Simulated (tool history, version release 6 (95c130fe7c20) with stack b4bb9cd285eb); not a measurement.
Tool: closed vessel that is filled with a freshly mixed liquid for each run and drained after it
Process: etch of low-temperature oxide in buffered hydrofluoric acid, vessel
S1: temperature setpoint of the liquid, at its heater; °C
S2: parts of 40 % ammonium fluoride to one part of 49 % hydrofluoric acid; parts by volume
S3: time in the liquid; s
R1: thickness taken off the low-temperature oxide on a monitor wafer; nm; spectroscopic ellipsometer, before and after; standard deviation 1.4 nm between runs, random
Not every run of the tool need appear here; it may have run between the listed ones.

run    day    S1    S2   S3      R1
  1      0    25    11  100  436.39
  2  0.312  22.5    12  100  353.28
  3  0.575  22.5    12  100     355
  4  0.875    21    13  100  298.73
  5  1.112    20  13.5  100  272.95
  6  1.196    19  13.5  100  257.35

Run 7, settings as shown, results not yet in. Your forecast:
  7  1.279  18.5  13.5  100   ?

Run 7 came out at R1 249.59 nm.
